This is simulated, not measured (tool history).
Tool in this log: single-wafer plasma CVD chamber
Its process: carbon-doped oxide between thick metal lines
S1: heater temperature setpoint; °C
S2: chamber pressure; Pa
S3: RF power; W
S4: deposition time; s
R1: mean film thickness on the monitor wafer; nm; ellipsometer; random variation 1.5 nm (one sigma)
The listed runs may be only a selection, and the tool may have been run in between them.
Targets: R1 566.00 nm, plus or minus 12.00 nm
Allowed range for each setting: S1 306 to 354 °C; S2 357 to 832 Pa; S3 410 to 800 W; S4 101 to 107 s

run  hour   S1   S2   S3   S4      R1
  1   0.0  330  595  605  107  654.59
  2   6.8  333  548  580  107  623.71
  3  14.2  341  548  580  107  611.39
  4  18.0  342  519  565  107  593.36
  5  26.6  342  519  645  107  652.24
  6  33.6  342  519  645  107  652.52
  7  41.7  343  495  615  107  625.54
  8  48.5  344  477  595  107  604.33
  9  56.6  345  452  585  107  593.04

Which of these 5 next moves meets every target?
  A  64.7  345  381  630  107   ?
  B  64.7  337  457  565  106   ?
  C  64.7  349  483  625  107   ?
  D  64.7  343  399  630  107   ?
  E  64.7  343  420  580  103   ?

move      R1
   A  613.01
   B  586.60
   C  619.79
   D  618.23
   E  565.34
A: moves away from the targets compared with the last run
B: closer than the last run, but not yet in spec
C: moves away from the targets compared with the last run
D: moves away from the targets compared with the last run
E: all results land within tolerance of their targets
E is the move that brings every result within its allowed miss.
